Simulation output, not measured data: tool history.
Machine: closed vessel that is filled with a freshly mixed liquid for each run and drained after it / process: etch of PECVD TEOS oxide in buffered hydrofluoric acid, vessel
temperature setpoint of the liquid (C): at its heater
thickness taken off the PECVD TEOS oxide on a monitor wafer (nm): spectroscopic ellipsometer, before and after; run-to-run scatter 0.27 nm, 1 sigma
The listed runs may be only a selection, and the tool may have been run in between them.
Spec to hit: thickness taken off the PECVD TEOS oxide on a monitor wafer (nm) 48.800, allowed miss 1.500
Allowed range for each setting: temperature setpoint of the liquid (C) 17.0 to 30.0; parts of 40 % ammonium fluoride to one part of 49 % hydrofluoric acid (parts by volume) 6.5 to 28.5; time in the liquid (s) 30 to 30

run  hour  temperature setpoint of the liquid (C)  parts of 40 % ammonium fluoride to one part of 49 % hydrofluoric acid (parts by volume)  time in the liquid (s)  thickness taken off the PECVD TEOS oxide on a monitor wafer (nm)
  1   0.0                                    22.0                                                                                     17.5                      30                                                            38.590
  2   2.9                                    22.0                                                                                     19.0                      30                                                            35.142
  3   5.5                                    23.5                                                                                     19.0                      30                                                            38.110
  4  11.5                                    23.5                                                                                     19.0                      30                                                            38.196
  5  14.8                                    23.5                                                                                     19.0                      30                                                            37.954
  6  23.3                                    25.5                                                                                     19.0                      30                                                            43.061
  7  27.8                                    26.0                                                                                     19.0                      30                                                            44.023
  8  28.6                                    26.5                                                                                     19.0                      30                                                            45.151
  9  30.5                                    27.0                                                                                     19.0                      30                                                            46.059

Of the 4 settings listed for the next run, only one would bring every result within its allowed miss of target. Which one?
  A  32.4                                    27.5                                                                                     19.5                      30                                                                 ?
  B  32.4                                    26.5                                                                                     17.5                      30                                                                 ?
  C  32.4                                    26.0                                                                                     19.0                      30                                                                 ?
  D  32.4                                    28.0                                                                                     20.0                      30                                                                 ?

move  thickness taken off the PECVD TEOS oxide on a monitor wafer (nm)
   A                                                            46.252
   B                                                            48.762
   C                                                            43.772
   D                                                            46.336
A: nearer the targets than the last run, but a result is still out of spec
B: in spec on every target
C: further off than the last run
D: nearer the targets than the last run, but a result is still out of spec
So the answer is move B, the one that meets all the targets.
